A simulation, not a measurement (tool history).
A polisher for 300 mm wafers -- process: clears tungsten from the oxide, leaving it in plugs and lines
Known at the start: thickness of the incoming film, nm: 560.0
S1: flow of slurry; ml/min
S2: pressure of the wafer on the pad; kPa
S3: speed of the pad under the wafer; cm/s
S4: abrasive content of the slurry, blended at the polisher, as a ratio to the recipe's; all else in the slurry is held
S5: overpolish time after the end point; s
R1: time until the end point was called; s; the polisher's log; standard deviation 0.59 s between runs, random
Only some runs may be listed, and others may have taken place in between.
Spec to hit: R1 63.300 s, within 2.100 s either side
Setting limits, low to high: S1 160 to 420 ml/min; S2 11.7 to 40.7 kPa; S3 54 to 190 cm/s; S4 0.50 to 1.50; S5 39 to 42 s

run,hour,S1,S2,S3,S4,S5,R1
1,0.0,270,26.2,122,1.00,39,92.699
2,2.4,330,26.2,122,1.00,39,91.291
3,5.1,330,26.2,104,1.00,39,98.940
4,10.0,330,26.2,124,1.00,39,89.568
5,12.2,330,26.2,124,1.00,39,89.167
# hour 19.6: slurry nozzle cleaned
6,19.6,330,27.6,124,1.00,39,82.698
7,22.1,335,28.3,124,1.00,39,80.729
8,26.0,335,28.3,124,1.00,39,82.414

Pick the move, out of 4, that brings all results within their allowed miss; only one does.
A,29.9,335,29.6,124,1.00,39,?
B,29.9,330,34.5,106,1.15,39,?
C,29.9,370,32.4,120,1.10,39,?
D,29.9,325,36.5,122,1.00,39,?

move,R1
A,76.765
B,69.425
C,68.985
D,63.377
A: nearer than the last run, and not there yet
B: nearer than the last run, and not there yet
C: nearer than the last run, and not there yet
D: hits every target within its allowed miss
D is the move that brings every result within its allowed miss.

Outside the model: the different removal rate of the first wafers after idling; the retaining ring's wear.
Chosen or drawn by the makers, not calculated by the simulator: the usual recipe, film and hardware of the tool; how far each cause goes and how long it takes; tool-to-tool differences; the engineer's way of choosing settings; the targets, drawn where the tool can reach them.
